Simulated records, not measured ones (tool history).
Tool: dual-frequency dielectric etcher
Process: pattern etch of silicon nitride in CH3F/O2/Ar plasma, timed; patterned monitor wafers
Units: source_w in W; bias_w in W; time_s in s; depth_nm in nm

run,day,source_w,bias_w,time_s,depth_nm
1,0.000,380,62,31.0,21.888
2,0.371,410,64,31.0,22.654
3,0.742,440,66,31.0,23.908
4,0.996,440,66,28.0,21.558
5,1.133,460,70,28.5,22.507
6,1.250,460,64,28.5,22.173
7,1.367,530,74,30.5,26.042

Run 8 comes next. What will it give?
8,1.538,520,74,30.5,?

depth_nm: 25.804 nm
